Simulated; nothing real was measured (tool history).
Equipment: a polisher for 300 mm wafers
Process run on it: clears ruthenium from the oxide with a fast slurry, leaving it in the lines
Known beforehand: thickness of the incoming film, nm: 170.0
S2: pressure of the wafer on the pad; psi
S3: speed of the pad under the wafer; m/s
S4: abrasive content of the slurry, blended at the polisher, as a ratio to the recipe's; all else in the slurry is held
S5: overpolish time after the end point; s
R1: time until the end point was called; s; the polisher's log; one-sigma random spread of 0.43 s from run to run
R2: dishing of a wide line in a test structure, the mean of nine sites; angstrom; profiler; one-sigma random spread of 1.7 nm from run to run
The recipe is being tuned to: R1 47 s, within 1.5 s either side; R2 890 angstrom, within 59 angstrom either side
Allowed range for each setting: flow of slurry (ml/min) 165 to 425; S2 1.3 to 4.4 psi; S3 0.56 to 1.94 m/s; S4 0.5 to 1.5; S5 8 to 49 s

Run 1, day 0: flow of slurry (ml/min) 275, S2 2.8 psi, S3 1.24 m/s, S4 1, S5 25 s. Result: R1 39.85 s, R2 765.11 angstrom.
Run 2, day 0.188: flow of slurry (ml/min) 275, S2 3.4 psi, S3 1.24 m/s, S4 1, S5 25 s. Result: R1 33.825 s, R2 892.32 angstrom.
Run 3, day 0.383: flow of slurry (ml/min) 275, S2 3.1 psi, S3 1.24 m/s, S4 1, S5 28 s. Result: R1 35.841 s, R2 921.09 angstrom.
Run 4, day 0.629: flow of slurry (ml/min) 275, S2 3.1 psi, S3 1.24 m/s, S4 1.1, S5 28 s. Result: R1 34.886 s, R2 921.85 angstrom.
Run 5, day 0.746: flow of slurry (ml/min) 275, S2 3.1 psi, S3 1.02 m/s, S4 1.1, S5 28 s. Result: R1 41.093 s, R2 787.51 angstrom.
Run 6, day 0.858: flow of slurry (ml/min) 305, S2 3.1 psi, S3 1.02 m/s, S4 1.1, S5 28 s. Result: R1 41.476 s, R2 821.46 angstrom.
At day 0.892: worn pad replaced by a new one.
Run 7, day 0.892: flow of slurry (ml/min) 310, S2 3 psi, S3 1.02 m/s, S4 1.1, S5 30 s. Result: R1 37.227 s, R2 888.86 angstrom.
Run 8, day 0.983: flow of slurry (ml/min) 275, S2 3 psi, S3 1.02 m/s, S4 1.05, S5 32 s. Result: R1 39.378 s, R2 906.88 angstrom.
Run 9, day 1.046: flow of slurry (ml/min) 250, S2 2.8 psi, S3 1.02 m/s, S4 1, S5 34 s. Result: R1 43.579 s, R2 900.71 angstrom.

Which of these 5 next moves meets every target?
Run A, day 1.108: flow of slurry (ml/min) 230, S2 3 psi, S3 1.08 m/s, S4 0.8, S5 36 s. Result: R1 ?, R2 ?.
Run B, day 1.108: flow of slurry (ml/min) 295, S2 3.1 psi, S3 1.04 m/s, S4 0.9, S5 32 s. Result: R1 ?, R2 ?.
Run C, day 1.108: flow of slurry (ml/min) 205, S2 3.2 psi, S3 1 m/s, S4 1.1, S5 31 s. Result: R1 ?, R2 ?.
Run D, day 1.108: flow of slurry (ml/min) 190, S2 3 psi, S3 1.26 m/s, S4 0.75, S5 37 s. Result: R1 ?, R2 ?.
Run E, day 1.108: flow of slurry (ml/min) 265, S2 2.7 psi, S3 1.24 m/s, S4 0.9, S5 33 s. Result: R1 ?, R2 ?.

move      R1      R2
   A  46.694  898.56
   B  41.455  899.35
   C  38.214  931.34
   D  43.952  955.55
   E  40.072  941.14
A: all results land within tolerance of their targets
B: moves away from the targets compared with the last run
C: moves away from the targets compared with the last run
D: an improvement on the last run, though not all results are within tolerance
E: moves away from the targets compared with the last run
Go with A: it meets all targets.
